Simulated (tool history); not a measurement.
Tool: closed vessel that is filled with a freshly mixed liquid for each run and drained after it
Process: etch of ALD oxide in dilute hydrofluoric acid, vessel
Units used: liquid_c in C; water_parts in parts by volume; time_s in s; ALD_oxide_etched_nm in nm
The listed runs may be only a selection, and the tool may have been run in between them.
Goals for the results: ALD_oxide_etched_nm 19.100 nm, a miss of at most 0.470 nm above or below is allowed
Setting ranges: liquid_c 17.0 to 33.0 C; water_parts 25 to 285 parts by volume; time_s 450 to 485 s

run    day  liquid_c  water_parts  time_s  ALD_oxide_etched_nm
  1  0.000      25.0          155     450               30.798
  2  0.075      25.0          155     485               33.653
  3  0.342      25.0          155     450               31.674
  4  0.679      25.0          155     450               31.488
  5  0.992      28.0          155     450               34.921
  6  1.200      28.0          180     450               29.409
  7  1.421      24.0          190     450               23.477
  8  1.688      22.5          190     450               22.327
  9  1.767      21.5          190     450               21.482
 10  1.988      20.5          190     450               20.709
 11  2.017      20.0          190     450               20.221
 12  2.317      19.5          190     450               19.665

Of the 5 settings listed for the next run, only one would bring every result within its allowed miss of target. Which one?
  A  2.617      21.0          220     485                    ?
  B  2.617      20.0          195     455                    ?
  C  2.617      18.0          180     485                    ?
  D  2.617      17.5          175     455                    ?
  E  2.617      17.0          180     475                    ?

move  ALD_oxide_etched_nm
   A               19.006
   B               19.844
   C               21.493
   D               20.426
   E               20.223
A: every result lands within tolerance
B: moves away from the targets compared with the last run
C: moves away from the targets compared with the last run
D: moves away from the targets compared with the last run
E: moves away from the targets compared with the last run
A is the move that brings every result within its allowed miss.

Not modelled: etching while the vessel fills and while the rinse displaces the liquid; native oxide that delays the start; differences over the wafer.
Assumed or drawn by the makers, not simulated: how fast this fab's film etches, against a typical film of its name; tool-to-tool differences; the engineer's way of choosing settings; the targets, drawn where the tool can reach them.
